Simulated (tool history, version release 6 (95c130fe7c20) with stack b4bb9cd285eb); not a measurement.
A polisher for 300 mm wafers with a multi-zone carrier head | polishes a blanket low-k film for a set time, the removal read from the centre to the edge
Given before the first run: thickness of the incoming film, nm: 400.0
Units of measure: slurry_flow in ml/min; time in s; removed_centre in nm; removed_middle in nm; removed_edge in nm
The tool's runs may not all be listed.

Run 1, hour 0.0: slurry_flow 215 ml/min, centre_zone 1.00, middle_zone 1.00, edge_zone 1.00, slurry_solids 1.0, time 65 s. Result: removed_centre 22.744 nm, removed_middle 22.085 nm, removed_edge 22.220 nm.
Run 2, hour 9.0: slurry_flow 165 ml/min, centre_zone 1.00, middle_zone 1.00, edge_zone 1.00, slurry_solids 1.0, time 65 s. Result: removed_centre 22.087 nm, removed_middle 21.309 nm, removed_edge 21.865 nm.
Run 3, hour 13.0: slurry_flow 170 ml/min, centre_zone 0.98, middle_zone 0.98, edge_zone 0.97, slurry_solids 0.9, time 64 s. Result: removed_centre 20.571 nm, removed_middle 20.619 nm, removed_edge 20.508 nm.
Run 4, hour 18.5: slurry_flow 150 ml/min, centre_zone 0.98, middle_zone 0.98, edge_zone 0.97, slurry_solids 0.9, time 64 s. Result: removed_centre 20.083 nm, removed_middle 19.770 nm, removed_edge 20.374 nm.
Run 5, hour 21.2: slurry_flow 150 ml/min, centre_zone 0.98, middle_zone 0.98, edge_zone 0.94, slurry_solids 0.9, time 64 s. Result: removed_centre 20.439 nm, removed_middle 19.914 nm, removed_edge 19.849 nm.
Run 6, hour 27.9: slurry_flow 185 ml/min, centre_zone 0.98, middle_zone 0.98, edge_zone 0.94, slurry_solids 0.9, time 64 s. Result: removed_centre 20.682 nm, removed_middle 19.939 nm, removed_edge 20.692 nm.

Forecast run 7:
Run 7, hour 31.9: slurry_flow 185 ml/min, centre_zone 0.98, middle_zone 0.98, edge_zone 0.94, slurry_solids 0.9, time 64 s. Result: removed_centre ?, removed_middle ?, removed_edge ?.

{"run 7": {"removed_centre": 21.037, "removed_middle": 20.426, "removed_edge": 20.28}}
